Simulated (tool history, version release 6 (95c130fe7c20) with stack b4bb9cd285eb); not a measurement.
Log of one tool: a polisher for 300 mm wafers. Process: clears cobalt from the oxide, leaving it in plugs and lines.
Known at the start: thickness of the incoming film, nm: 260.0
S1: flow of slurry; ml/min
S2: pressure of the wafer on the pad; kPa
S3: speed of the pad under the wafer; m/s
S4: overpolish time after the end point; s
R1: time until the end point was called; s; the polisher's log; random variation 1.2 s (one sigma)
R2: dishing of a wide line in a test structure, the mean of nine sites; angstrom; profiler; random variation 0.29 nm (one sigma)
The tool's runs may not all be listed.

{"run": 1, "hour": 0.0, "S1": 235, "S2": 13.8, "S3": 0.96, "S4": 17, "R1": 53.761, "R2": 530.65}
{"run": 2, "hour": 1.3, "S1": 235, "S2": 13.8, "S3": 0.96, "S4": 22, "R1": 54.329, "R2": 628.83}
{"run": 3, "hour": 7.5, "S1": 235, "S2": 13.8, "S3": 0.72, "S4": 22, "R1": 69.654, "R2": 540.28}
{"run": 4, "hour": 10.0, "S1": 235, "S2": 11.7, "S3": 0.66, "S4": 17, "R1": 86.763, "R2": 384.7}
{"run": 5, "hour": 14.1, "S1": 235, "S2": 15.2, "S3": 0.66, "S4": 17, "R1": 68.564, "R2": 443.9}
{"run": 6, "hour": 15.5, "S1": 235, "S2": 15.2, "S3": 0.56, "S4": 17, "R1": 79.321, "R2": 427.1}

Forecast run 7:
{"run": 7, "hour": 18.9, "S1": 170, "S2": 11.0, "S3": 0.68, "S4": 9, "R1": "?", "R2": "?"}

Run 7 gave R1 92.787 s, R2 216.07 angstrom.
